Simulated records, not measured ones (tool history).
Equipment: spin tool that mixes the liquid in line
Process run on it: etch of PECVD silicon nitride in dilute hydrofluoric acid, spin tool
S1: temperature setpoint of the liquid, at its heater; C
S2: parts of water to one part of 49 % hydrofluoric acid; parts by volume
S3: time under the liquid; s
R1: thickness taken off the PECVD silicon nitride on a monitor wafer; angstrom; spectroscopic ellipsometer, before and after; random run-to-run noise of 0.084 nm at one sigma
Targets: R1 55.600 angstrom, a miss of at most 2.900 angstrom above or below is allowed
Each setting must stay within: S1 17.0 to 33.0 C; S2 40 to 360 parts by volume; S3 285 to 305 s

run  hour    S1   S2   S3      R1
  1   0.0  25.0  200  285  40.274
  2   8.9  25.5  200  285  39.864
  3  12.1  25.5  265  285  29.681
  4  20.4  26.5  260  285  32.957
  5  26.3  24.5  260  285  29.435
  6  29.4  24.5  295  285  26.160
  7  30.6  28.5  215  290  46.318
  8  32.9  29.0  215  290  47.059
  9  34.4  29.0  215  290  47.362
 10  41.5  29.0  215  290  46.107
 11  44.9  29.5  215  290  49.063
 12  53.3  30.0  215  290  50.696

Which one of the following 4 next-run settings gets every result inside its allowed miss? There is exactly one.
  A  61.7  31.0  190  305   ?
  B  61.7  28.5  180  295   ?
  C  61.7  30.5  215  285   ?
  D  61.7  28.5  210  300   ?

move      R1
   A  62.920
   B  55.294
   C  50.286
   D  48.108
A: the result that was furthest off in the last run now lies on the other side of its target
B: every result within its allowed miss
C: its largest miss is bigger than the last run's
D: its largest miss is bigger than the last run's
The move that meets every target is B.

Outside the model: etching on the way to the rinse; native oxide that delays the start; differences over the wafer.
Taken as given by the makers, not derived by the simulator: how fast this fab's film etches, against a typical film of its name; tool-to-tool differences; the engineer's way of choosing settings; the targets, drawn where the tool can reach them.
